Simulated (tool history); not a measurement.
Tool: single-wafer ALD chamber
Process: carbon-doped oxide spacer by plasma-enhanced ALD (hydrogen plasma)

| run | hour | heater temperature setpoint (K) | number of ALD cycles (cycles) | mean film thickness on the monitor wafer (Å) |
|---|---|---|---|---|
| 1 | 0.0 | 658.15 | 660 | 332.77 |
| 2 | 2.8 | 666.15 | 660 | 332.08 |
| 3 | 8.6 | 666.15 | 680 | 342.85 |
| 4 | 16.6 | 666.15 | 611 | 305.76 |
| 5 | 18.5 | 666.15 | 637 | 319.01 |
| 6 | 26.0 | 666.15 | 659 | 333.81 |

Forecast run 7:
| 7 | 31.4 | 666.15 | 765 | ? |

mean film thickness on the monitor wafer (Å): 384.65
